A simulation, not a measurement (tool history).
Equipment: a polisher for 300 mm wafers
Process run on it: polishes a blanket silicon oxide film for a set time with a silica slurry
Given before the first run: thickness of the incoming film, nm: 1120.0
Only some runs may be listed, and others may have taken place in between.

run	hour	flow of slurry (ml/min)	pressure of the wafer on the pad (kPa)	speed of the pad under the wafer (m/s)	abrasive content of the slurry	polishing time (s)	film removed (nm)
1	0	285	36.5	0.96	1	78	287.41
2	6.1	245	36.5	0.96	1	78	285.21
3	8.5	245	36.5	1.06	1	78	300.2
4	14.6	310	36.5	1.06	1	78	308.62
5	18.1	310	30.3	1.06	1	78	278.76
6	21.2	315	33.8	1.06	1	78	296.51
7	25.8	320	35.9	1.06	1	78	306.81

What will run 8 give?
8	30.5	320	35.9	1.06	1	78	?

{"run 8": {"film removed (nm)": 304.18}}
